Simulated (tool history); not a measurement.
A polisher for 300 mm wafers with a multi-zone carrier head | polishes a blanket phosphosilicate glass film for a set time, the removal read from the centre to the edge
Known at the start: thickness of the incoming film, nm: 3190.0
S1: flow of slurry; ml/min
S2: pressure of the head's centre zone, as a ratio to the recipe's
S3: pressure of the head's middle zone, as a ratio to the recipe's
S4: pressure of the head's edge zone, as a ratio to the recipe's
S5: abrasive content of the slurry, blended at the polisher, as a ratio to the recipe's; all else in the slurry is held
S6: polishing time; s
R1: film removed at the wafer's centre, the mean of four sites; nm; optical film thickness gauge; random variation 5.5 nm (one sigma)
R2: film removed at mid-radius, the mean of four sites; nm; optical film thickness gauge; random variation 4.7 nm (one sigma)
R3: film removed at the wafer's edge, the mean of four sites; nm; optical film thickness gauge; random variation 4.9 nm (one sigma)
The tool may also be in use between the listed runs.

run	hour	S1	S2	S3	S4	S5	S6	R1	R2	R3
1	0	295	1	1	1	1	63	638.59	617.07	618.53
2	7.8	290	0.99	0.97	0.99	0.9	62	574.91	569.75	579.48
3	10.8	290	1.01	0.94	0.99	0.8	61	547.39	519.59	540.34
4	17	290	0.95	0.94	0.99	0.8	61	511.89	512.2	544.35
5	21.2	290	0.92	0.94	0.99	0.8	61	492.64	507.68	533.8
6	25.2	290	0.96	0.94	0.99	0.8	61	528.2	497.38	534.7

Forecast run 7:
7	26.6	275	0.93	0.84	0.94	0.55	60	?	?	?

{"run 7": {"R1": 392.33, "R2": 367.54, "R3": 414.72}}
